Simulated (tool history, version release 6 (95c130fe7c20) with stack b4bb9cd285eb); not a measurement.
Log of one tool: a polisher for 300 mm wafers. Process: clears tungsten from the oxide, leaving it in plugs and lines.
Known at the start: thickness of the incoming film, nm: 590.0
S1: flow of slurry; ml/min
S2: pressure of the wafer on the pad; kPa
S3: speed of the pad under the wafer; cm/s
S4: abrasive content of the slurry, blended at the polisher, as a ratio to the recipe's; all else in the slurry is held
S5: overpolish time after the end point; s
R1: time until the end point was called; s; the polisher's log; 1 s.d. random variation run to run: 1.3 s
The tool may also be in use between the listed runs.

run	hour	S1	S2	S3	S4	S5	R1
1	0	290	23.4	126	1	5	119.25
2	8.8	290	23.4	140	1	5	110.15
3	15.1	290	24.8	140	1	5	102.42
4	19.5	290	24.8	124	1	5	117.56
5	25.1	290	26.9	124	1	5	104.13
6	32.6	290	27.6	124	1	5	105.54

What will run 7 give?
7	41	290	28.3	124	1	5	?

R1: 101.79 s
